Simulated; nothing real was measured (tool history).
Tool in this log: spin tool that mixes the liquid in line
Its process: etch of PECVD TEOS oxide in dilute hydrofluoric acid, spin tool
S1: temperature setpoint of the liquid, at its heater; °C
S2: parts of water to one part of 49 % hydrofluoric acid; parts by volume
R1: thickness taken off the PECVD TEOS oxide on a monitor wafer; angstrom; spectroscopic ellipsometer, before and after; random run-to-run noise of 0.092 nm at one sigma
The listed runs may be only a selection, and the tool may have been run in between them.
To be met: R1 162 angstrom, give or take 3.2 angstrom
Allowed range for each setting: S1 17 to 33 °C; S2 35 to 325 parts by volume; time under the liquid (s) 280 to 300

Run 1, day 0: S1 25 °C, S2 180 parts by volume, time under the liquid (s) 280. Result: R1 199.26 angstrom.
Run 2, day 0.275: S1 25 °C, S2 230 parts by volume, time under the liquid (s) 280. Result: R1 147.35 angstrom.
Run 3, day 0.471: S1 25 °C, S2 260 parts by volume, time under the liquid (s) 280. Result: R1 126.73 angstrom.
Run 4, day 0.612: S1 25 °C, S2 310 parts by volume, time under the liquid (s) 280. Result: R1 101.27 angstrom.
Run 5, day 0.754: S1 25 °C, S2 245 parts by volume, time under the liquid (s) 280. Result: R1 136.79 angstrom.
Run 6, day 0.854: S1 25 °C, S2 245 parts by volume, time under the liquid (s) 300. Result: R1 145.76 angstrom.
Run 7, day 1.212: S1 25.5 °C, S2 245 parts by volume, time under the liquid (s) 300. Result: R1 147.88 angstrom.
Run 8, day 1.342: S1 26.5 °C, S2 245 parts by volume, time under the liquid (s) 300. Result: R1 154.18 angstrom.
Run 9, day 1.488: S1 27 °C, S2 245 parts by volume, time under the liquid (s) 300. Result: R1 156.08 angstrom.

Exercise: of the 5 proposed moves below, exactly one satisfies all targets within the stated allowed misses. Which move is it?
Run A, day 1.633: S1 27.5 °C, S2 235 parts by volume, time under the liquid (s) 300. Result: R1 ?.
Run B, day 1.633: S1 26.5 °C, S2 230 parts by volume, time under the liquid (s) 280. Result: R1 ?.
Run C, day 1.633: S1 29.5 °C, S2 240 parts by volume, time under the liquid (s) 280. Result: R1 ?.
Run D, day 1.633: S1 26 °C, S2 240 parts by volume, time under the liquid (s) 300. Result: R1 ?.
Run E, day 1.633: S1 26.5 °C, S2 245 parts by volume, time under the liquid (s) 300. Result: R1 ?.

move      R1
   A  167.64
   B  155.23
   C  163.12
   D  154.91
   E   153.6
A: carries the result that was furthest off beyond its target, to the other side
B: the biggest miss grows against the last run
C: every result within its allowed miss
D: the biggest miss grows against the last run
E: the biggest miss grows against the last run
C meets every target.
